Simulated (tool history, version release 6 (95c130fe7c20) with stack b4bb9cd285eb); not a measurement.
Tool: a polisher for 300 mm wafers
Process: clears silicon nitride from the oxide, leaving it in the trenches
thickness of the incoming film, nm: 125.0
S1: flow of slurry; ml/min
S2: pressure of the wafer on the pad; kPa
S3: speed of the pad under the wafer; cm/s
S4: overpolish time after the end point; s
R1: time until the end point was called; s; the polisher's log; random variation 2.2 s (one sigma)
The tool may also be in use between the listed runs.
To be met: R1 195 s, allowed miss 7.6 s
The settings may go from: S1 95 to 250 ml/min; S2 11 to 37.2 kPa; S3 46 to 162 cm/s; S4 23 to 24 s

run,hour,S1,S2,S3,S4,R1
1,0,160,24.1,104,23,106.93
2,2.2,160,22.1,104,23,114.07
3,6.9,160,20.7,102,23,123.85
4,13,160,20.7,102,24,126.5
5,13.6,130,20.7,102,24,130.82
6,14.4,130,20.7,94,24,141.1
7,20.6,130,19.3,94,24,151.58
8,21.8,130,18.6,94,24,156.99
9,27.8,130,18.6,94,24,155.77
10,35.8,125,12.4,92,24,235.97
11,42.9,125,12.4,92,24,238.15
12,47.6,125,13.1,92,24,226.73
13,51.7,125,13.1,92,24,223.67
14,57.4,130,13.1,92,24,226.23
15,64.1,130,13.8,92,24,210.94
16,72.5,135,13.8,92,24,210.48
17,79.5,140,13.8,92,24,208.55
18,80.5,145,13.8,92,24,210.2

Which of these 5 next moves meets every target?
A,81.5,200,18.6,58,23,?
B,81.5,135,13.8,100,23,?
C,81.5,205,11,96,24,?
D,81.5,185,12.4,114,23,?
E,81.5,135,17.2,88,23,?

move,R1
A,234.41
B,197.63
C,236.98
D,182.14
E,180.76
A: further off than the last run
B: meets every target
C: further off than the last run
D: takes the result that was furthest off past its target
E: takes the result that was furthest off past its target
The right move is B.

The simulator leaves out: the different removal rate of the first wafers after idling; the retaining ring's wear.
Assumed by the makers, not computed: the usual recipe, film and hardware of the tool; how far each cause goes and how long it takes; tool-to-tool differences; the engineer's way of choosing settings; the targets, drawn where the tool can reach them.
